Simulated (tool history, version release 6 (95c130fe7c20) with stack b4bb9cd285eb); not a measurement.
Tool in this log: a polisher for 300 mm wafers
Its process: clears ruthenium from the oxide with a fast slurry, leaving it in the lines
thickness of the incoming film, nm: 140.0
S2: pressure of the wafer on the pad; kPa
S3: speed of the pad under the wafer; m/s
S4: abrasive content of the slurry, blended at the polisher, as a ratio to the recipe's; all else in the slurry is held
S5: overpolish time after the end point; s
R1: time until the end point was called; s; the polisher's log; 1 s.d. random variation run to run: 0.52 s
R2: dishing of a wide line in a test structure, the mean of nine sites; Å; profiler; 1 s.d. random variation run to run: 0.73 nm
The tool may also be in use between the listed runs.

run 1 hour=0 | flow_of_slurry_(ml/min)=220 S2=21.4 S3=1.06 S4=1 S5=20 | R1=28.867 R2=654.89
run 2 hour=6.7 | flow_of_slurry_(ml/min)=220 S2=20 S3=1.04 S4=1 S5=20 | R1=31.338 R2=640.69
run 3 hour=11.8 | flow_of_slurry_(ml/min)=175 S2=20 S3=1.04 S4=1 S5=20 | R1=32.222 R2=638.28
run 4 hour=14.7 | flow_of_slurry_(ml/min)=175 S2=20 S3=1.14 S4=1 S5=20 | R1=29.563 R2=657.13
run 5 hour=23 | flow_of_slurry_(ml/min)=175 S2=20 S3=1.14 S4=0.85 S5=20 | R1=31.426 R2=628.06
run 6 hour=30.9 | flow_of_slurry_(ml/min)=175 S2=18.6 S3=1.12 S4=0.85 S5=19 | R1=33.846 R2=559.93
run 7 hour=32.4 | flow_of_slurry_(ml/min)=175 S2=17.9 S3=1.1 S4=0.85 S5=19 | R1=35.617 R2=539.2
run 8 hour=34.7 | flow_of_slurry_(ml/min)=175 S2=17.2 S3=1.08 S4=0.85 S5=19 | R1=37.02 R2=548.31
run 9 hour=36.1 | flow_of_slurry_(ml/min)=175 S2=16.5 S3=1.06 S4=0.85 S5=18 | R1=40.027 R2=476.97
run 10 hour=44 | flow_of_slurry_(ml/min)=175 S2=15.9 S3=1.06 S4=0.85 S5=18 | R1=40.991 R2=477.78

Run 11 has not been measured yet. What should we expect?
run 11 hour=46.1 | flow_of_slurry_(ml/min)=175 S2=15.2 S3=1.04 S4=0.85 S5=18 | R1=? R2=?

For run 11 the tool returned R1 43.021 s, R2 439.79 Å.
